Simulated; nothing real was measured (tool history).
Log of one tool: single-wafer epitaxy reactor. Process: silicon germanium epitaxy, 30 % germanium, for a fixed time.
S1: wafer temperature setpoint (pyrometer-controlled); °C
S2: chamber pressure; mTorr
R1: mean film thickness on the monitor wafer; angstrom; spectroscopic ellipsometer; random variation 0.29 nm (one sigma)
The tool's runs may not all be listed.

{"run": 1, "hour": 0.0, "S1": 625, "S2": 23000, "R1": 1131}
{"run": 2, "hour": 6.8, "S1": 621, "S2": 22900, "R1": 1040.6}
{"run": 3, "hour": 13.8, "S1": 621, "S2": 20600, "R1": 1002}
{"run": 4, "hour": 15.0, "S1": 627, "S2": 20600, "R1": 1129.5}
{"run": 5, "hour": 22.8, "S1": 624, "S2": 20500, "R1": 1054.3}
{"run": 6, "hour": 26.5, "S1": 624, "S2": 22000, "R1": 1087.3}
{"run": 7, "hour": 34.5, "S1": 621, "S2": 21900, "R1": 1030.7}
{"run": 8, "hour": 39.9, "S1": 618, "S2": 21800, "R1": 961.01}
{"run": 9, "hour": 47.4, "S1": 616, "S2": 21800, "R1": 922.05}
{"run": 10, "hour": 53.2, "S1": 615, "S2": 21800, "R1": 908.96}
{"run": 11, "hour": 57.0, "S1": 608, "S2": 21700, "R1": 789.8}

Run 12 comes next. What will it give?
{"run": 12, "hour": 61.2, "S1": 609, "S2": 21700, "R1": "?"}

R1: 801.09 angstrom
